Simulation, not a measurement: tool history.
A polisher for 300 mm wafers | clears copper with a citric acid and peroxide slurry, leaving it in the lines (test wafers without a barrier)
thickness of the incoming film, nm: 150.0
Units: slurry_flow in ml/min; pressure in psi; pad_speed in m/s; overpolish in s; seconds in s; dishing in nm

run	hour	slurry_flow	pressure	pad_speed	slurry_solids	overpolish	seconds	dishing
1	0	250	2	1.2	1	18	129.3	17.413
2	7.8	295	2	1.2	1	18	127.88	18.152
3	10.9	295	2	1.2	1	22	130.13	20.715
4	11.6	295	2.4	1.2	1	22	110.92	24.856
5	15.7	260	2	1.28	1	18	119.96	18.675
6	21.2	235	2	1.28	1	18	123	18.347
7	23.6	305	1.4	1.56	1	9	137.29	9.197
8	30.8	325	1.3	1.64	1	8	135.1	8.1056
9	32	340	1.2	1.7	1	7	139.35	6.6954
# hour 40.5: slurry blender recalibrated
10	40.5	355	1.2	1.74	1	7	127.4	7.5503
11	46	365	1.1	1.78	0.95	7	132.53	6.8721
12	54	370	1.1	1.8	0.9	7	132.52	7.2947
13	62.5	375	1.1	1.8	1	7	127.56	7.3637
14	64	380	1.1	1.82	0.95	7	128.39	6.9574

The next listed run, before its measurement:
15	65.8	385	1.1	1.8	1.05	7	?	?

Run 15 gave seconds 130.69 s, dishing 7.505 nm.

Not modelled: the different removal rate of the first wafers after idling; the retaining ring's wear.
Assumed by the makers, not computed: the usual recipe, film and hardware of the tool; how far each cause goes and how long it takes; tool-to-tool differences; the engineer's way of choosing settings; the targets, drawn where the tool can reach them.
